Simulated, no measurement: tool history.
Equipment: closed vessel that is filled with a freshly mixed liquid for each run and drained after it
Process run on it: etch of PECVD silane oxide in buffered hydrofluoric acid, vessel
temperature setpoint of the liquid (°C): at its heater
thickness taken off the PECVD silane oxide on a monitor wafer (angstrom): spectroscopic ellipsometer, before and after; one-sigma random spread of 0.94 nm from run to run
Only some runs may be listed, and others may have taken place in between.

run	hour	temperature setpoint of the liquid (°C)	parts of 40 % ammonium fluoride to one part of 49 % hydrofluoric acid (parts by volume)	time in the liquid (s)	thickness taken off the PECVD silane oxide on a monitor wafer (angstrom)
1	0	21	13	85	1531.5
2	8.6	22.5	13	85	1673.5
3	11.6	21	13	85	1522.7
4	17.8	21	13	90	1614.4
5	19.4	21	13	90	1611.2
6	22.4	22	13	90	1718.1

The next listed run, before its measurement:
7	28	23	13	90	?

thickness taken off the PECVD silane oxide on a monitor wafer (angstrom): 1791.4

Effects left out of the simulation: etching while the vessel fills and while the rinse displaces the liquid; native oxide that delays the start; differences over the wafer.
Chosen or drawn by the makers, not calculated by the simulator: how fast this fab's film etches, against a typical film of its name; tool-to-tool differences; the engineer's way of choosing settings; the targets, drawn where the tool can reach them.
